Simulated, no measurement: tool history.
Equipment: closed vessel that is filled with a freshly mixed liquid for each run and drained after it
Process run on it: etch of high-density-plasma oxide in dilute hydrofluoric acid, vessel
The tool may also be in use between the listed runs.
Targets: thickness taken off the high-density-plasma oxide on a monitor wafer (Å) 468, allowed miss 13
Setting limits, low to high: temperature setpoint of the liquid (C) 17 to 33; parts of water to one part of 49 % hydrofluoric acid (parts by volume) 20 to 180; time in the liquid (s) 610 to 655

| run | day | temperature setpoint of the liquid (C) | parts of water to one part of 49 % hydrofluoric acid (parts by volume) | time in the liquid (s) | thickness taken off the high-density-plasma oxide on a monitor wafer (Å) |
|---|---|---|---|---|---|
| 1 | 0 | 25 | 100 | 610 | 736.4 |
| 2 | 0.083 | 24 | 100 | 610 | 708.14 |
| 3 | 0.417 | 22.5 | 100 | 610 | 670.1 |
| 4 | 0.742 | 22 | 100 | 610 | 646.24 |
| 5 | 0.925 | 21.5 | 100 | 610 | 641.03 |
| 6 | 1.225 | 21 | 100 | 610 | 625.38 |
| 7 | 1.562 | 20.5 | 100 | 610 | 608.05 |
| 8 | 1.788 | 20 | 100 | 610 | 601.94 |
| 9 | 1.867 | 19.5 | 100 | 610 | 585.14 |
| 10 | 2 | 19 | 100 | 610 | 577.41 |
| 11 | 2.125 | 19 | 100 | 610 | 575.12 |
| 12 | 2.367 | 18.5 | 100 | 610 | 566.88 |
| 13 | 2.479 | 17.5 | 105 | 610 | 510.82 |

Below are 5 possible settings for the next run. Only one of them brings all results inside the allowed miss of their targets. Which is it?
| A | 2.592 | 17.5 | 110 | 620 | ? |
| B | 2.592 | 18 | 110 | 615 | ? |
| C | 2.592 | 17 | 110 | 635 | ? |
| D | 2.592 | 18 | 115 | 640 | ? |
| E | 2.592 | 19.5 | 130 | 645 | ? |

| move | thickness taken off the high-density-plasma oxide on a monitor wafer (Å) |
|---|---|
| A | 496.26 |
| B | 502.62 |
| C | 497.74 |
| D | 497.7 |
| E | 464.47 |
A: closes in on the targets versus the last run, not all within tolerance yet
B: closes in on the targets versus the last run, not all within tolerance yet
C: closes in on the targets versus the last run, not all within tolerance yet
D: closes in on the targets versus the last run, not all within tolerance yet
E: each result inside its tolerance
E meets every target.
